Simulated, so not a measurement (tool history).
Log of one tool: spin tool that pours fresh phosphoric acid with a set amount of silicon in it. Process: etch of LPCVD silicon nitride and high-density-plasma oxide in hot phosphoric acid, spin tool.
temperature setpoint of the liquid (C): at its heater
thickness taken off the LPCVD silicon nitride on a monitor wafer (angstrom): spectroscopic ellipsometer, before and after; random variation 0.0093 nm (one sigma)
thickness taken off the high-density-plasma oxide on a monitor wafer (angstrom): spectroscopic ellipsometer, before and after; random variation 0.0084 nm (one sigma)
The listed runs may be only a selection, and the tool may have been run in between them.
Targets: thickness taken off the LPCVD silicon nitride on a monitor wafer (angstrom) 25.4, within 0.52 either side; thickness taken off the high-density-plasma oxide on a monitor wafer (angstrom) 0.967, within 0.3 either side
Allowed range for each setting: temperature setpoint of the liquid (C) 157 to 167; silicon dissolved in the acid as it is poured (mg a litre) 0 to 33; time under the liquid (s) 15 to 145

run,hour,temperature setpoint of the liquid (C),silicon dissolved in the acid as it is poured (mg a litre),time under the liquid (s),thickness taken off the LPCVD silicon nitride on a monitor wafer (angstrom),thickness taken off the high-density-plasma oxide on a monitor wafer (angstrom)
1,0,162,14.5,75,70.928,2.3661
2,0.8,162,8.5,75,71.616,2.6905
3,4.7,160.5,12,60,54.328,1.9535
4,8.4,158.5,12,60,50.962,1.6333
5,14.6,158.5,8.5,60,50.855,1.6571
6,17.5,158.5,13,60,50.758,1.4629
7,19.8,158,11.5,50,41.559,1.3849
8,21.7,158,11.5,50,41.586,1.1572
9,29.1,158,8.5,40,33.131,1.0813
10,35,158,6,35,28.93,1.2724
11,43.5,157.5,6.5,35,28.624,0.89156
12,46,157.5,4.5,35,28.64,1.0766
13,50.9,157.5,4,35,28.696,1.1334
14,53,157,4,30,24.084,0.95871
15,54.3,157,4.5,30,24.014,0.93332
16,55.1,157,5,30,24.099,0.88227
17,64.1,157.5,5.5,30,24.544,0.90717

Below are 4 possible settings for the next run. Only one of them brings all results inside the allowed miss of their targets. Which is it?
A,73.1,157,25.5,30,?,?
B,73.1,157,32,30,?,?
C,73.1,158.5,8.5,30,?,?
D,73.1,157,23.5,30,?,?

move,thickness taken off the LPCVD silicon nitride on a monitor wafer (angstrom),thickness taken off the high-density-plasma oxide on a monitor wafer (angstrom)
A,23.934,0.58994
B,23.934,0.45995
C,25.184,1.0404
D,23.934,0.62994
A: moves away from the targets compared with the last run
B: moves away from the targets compared with the last run
C: all results land within tolerance of their targets
D: moves away from the targets compared with the last run
Correct choice: C, which meets every target

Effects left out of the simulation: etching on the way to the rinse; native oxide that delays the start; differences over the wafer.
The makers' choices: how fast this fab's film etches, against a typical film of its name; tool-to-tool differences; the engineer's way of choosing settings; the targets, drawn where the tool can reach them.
